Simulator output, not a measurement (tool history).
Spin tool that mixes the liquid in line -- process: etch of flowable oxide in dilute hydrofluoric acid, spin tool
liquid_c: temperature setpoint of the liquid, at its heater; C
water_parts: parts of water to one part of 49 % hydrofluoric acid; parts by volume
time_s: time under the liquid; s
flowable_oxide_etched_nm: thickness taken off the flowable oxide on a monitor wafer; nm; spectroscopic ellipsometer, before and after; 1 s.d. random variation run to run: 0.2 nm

run,hour,liquid_c,water_parts,time_s,flowable_oxide_etched_nm
1,0,21,75,25,10.542
2,6.2,19.5,75,25,9.679
3,10.2,22,70,25,11.871
4,12,23.5,65,25,13.594
5,20.2,21,65,25,12.412
6,26,23,60,25,14.295
7,26.9,24.5,60,25,15.446
8,29.5,25.5,60,25,16.265
9,31.8,26.5,60,25,16.655
10,34.4,27,60,25,17.161
11,42.9,27.5,60,25,17.466

What will run 12 give?
12,49,28,60,25,?

For run 12 the tool returned flowable_oxide_etched_nm 17.487 nm.
